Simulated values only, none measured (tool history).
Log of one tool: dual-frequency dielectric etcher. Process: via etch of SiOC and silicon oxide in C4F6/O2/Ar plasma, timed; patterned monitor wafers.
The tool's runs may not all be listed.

run	hour	source power (kW)	bias power (kW)	etch time (s)	mean etch depth across the wafer (nm)
1	0.0	0.380	0.177	52	55.831
2	8.8	0.350	0.177	52	54.034
3	11.6	0.350	0.158	52	52.361
4	12.9	0.380	0.160	52	54.483
5	15.4	0.410	0.160	52	56.736
6	20.9	0.430	0.161	52	57.800

For run 7, what comes out?
7	29.8	0.450	0.162	52	?

Run 7 measured mean etch depth across the wafer (nm) 59.135.
